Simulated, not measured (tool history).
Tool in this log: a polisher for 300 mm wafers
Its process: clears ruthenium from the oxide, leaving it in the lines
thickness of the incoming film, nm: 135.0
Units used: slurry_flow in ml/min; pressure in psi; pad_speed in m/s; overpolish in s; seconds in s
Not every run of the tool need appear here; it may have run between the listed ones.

run,day,slurry_flow,pressure,pad_speed,overpolish,seconds
1,0,255,2.3,1.28,15,89.946
2,0.317,255,2.4,1.3,15,86.916
3,0.346,305,2.4,1.3,15,84.929
4,0.583,240,2.4,1.3,15,88.776
5,0.883,240,2.4,1.16,15,96.522
6,1.133,240,2.5,1.2,15,89.687
7,1.262,240,2.6,1.22,15,85.627
8,1.517,240,2.7,1.26,15,81.12
9,1.654,240,2.8,1.3,15,76.11
10,2.017,245,3.4,1.5,15,56.94
11,2.108,245,3.4,1.52,15,54.533

What will run 12 give?
12,2.158,245,3.5,1.56,15,?

{"run 12": {"seconds": 53.033}}
